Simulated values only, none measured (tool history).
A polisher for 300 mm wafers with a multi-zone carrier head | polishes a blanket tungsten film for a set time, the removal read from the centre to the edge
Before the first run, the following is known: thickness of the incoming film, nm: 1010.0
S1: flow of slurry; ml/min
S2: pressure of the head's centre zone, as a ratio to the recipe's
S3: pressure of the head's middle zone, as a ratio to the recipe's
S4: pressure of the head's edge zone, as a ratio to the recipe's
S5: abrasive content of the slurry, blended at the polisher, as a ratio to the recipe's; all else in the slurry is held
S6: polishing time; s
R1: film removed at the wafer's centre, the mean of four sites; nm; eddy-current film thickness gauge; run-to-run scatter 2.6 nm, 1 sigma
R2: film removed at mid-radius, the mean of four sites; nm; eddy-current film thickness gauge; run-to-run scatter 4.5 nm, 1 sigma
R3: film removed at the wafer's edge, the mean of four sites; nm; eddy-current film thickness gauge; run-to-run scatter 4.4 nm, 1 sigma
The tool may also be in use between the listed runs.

run	hour	S1	S2	S3	S4	S5	S6	R1	R2	R3
1	0.0	280	1.00	1.00	1.00	1.00	58	403.61	395.44	402.68
2	6.8	295	0.98	1.04	1.04	1.05	58	400.61	413.22	419.28
3	13.4	310	0.97	1.07	1.07	1.10	58	408.01	437.73	418.50
4	15.8	310	0.97	1.07	1.07	1.10	44	306.89	325.99	324.16
5	17.9	290	0.95	1.08	1.09	1.20	48	332.69	373.50	365.19
6	23.5	275	0.95	1.08	1.11	1.25	50	349.59	385.65	379.80
7	32.1	270	0.93	1.08	1.12	1.30	52	358.18	407.27	401.74
8	36.3	265	0.92	1.09	1.13	1.35	53	360.48	414.23	418.77
9	38.0	270	0.92	1.11	1.14	1.40	54	376.03	441.18	429.38
10	42.2	280	0.92	1.11	1.15	1.40	54	381.06	446.80	429.45

Run 11, settings as shown, results not yet in. Your forecast:
11	42.8	275	0.91	1.11	1.16	1.40	55	?	?	?

Run 11 gave R1 376.32 nm, R2 443.09 nm, R3 436.56 nm.
